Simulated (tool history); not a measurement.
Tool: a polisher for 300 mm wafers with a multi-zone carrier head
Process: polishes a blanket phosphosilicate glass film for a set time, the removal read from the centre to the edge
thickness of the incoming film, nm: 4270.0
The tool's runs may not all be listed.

run  hour  flow of slurry (ml/min)  pressure of the head's centre zone  pressure of the head's middle zone  pressure of the head's edge zone  abrasive content of the slurry  polishing time (s)  film removed at the wafer's centre (angstrom)  film removed at mid-radius (angstrom)  film removed at the wafer's edge (angstrom)
  1   0.0                      280                                1.00                                1.00                              1.00                            1.00                  90                                         5922.0                                 5784.1                                       5745.9
  2   5.9                      235                                1.00                                1.00                              1.00                            1.00                  90                                         5675.2                                 5549.4                                       5564.8
  3  10.7                      185                                1.00                                1.00                              1.00                            1.00                  90                                         5427.1                                 5410.3                                       5453.0
  4  11.6                      185                                1.00                                1.00                              0.97                            1.00                  90                                         5436.7                                 5428.6                                       5451.6
  5  14.5                      210                                0.98                                1.03                              0.99                            1.05                  90                                         5665.4                                 5818.3                                       5679.8
  6  17.9                      210                                0.98                                1.03                              1.02                            1.05                  90                                         5615.7                                 5852.4                                       5640.8
  7  26.3                      235                                0.95                                1.04                              1.03                            1.10                  90                                         5619.6                                 6001.9                                       5972.5
  8  30.1                      260                                0.94                                1.07                              1.04                            1.10                  90                                         5723.5                                 6279.7                                       5928.0
  9  33.9                      275                                0.92                                1.09                              1.06                            1.15                  90                                         5800.3                                 6568.2                                       6279.7
 10  41.1                      290                                0.91                                1.11                              1.07                            1.15                  90                                         5760.5                                 6715.9                                       6211.8

Forecast run 11:
 11  45.1                      305                                0.91                                1.12                              1.08                            1.15                  90                                              ?                                      ?                                            ?

{"run 11": {"film removed at the wafer's centre (angstrom)": 5716.7, "film removed at mid-radius (angstrom)": 6694.0, "film removed at the wafer's edge (angstrom)": 6370.2}}

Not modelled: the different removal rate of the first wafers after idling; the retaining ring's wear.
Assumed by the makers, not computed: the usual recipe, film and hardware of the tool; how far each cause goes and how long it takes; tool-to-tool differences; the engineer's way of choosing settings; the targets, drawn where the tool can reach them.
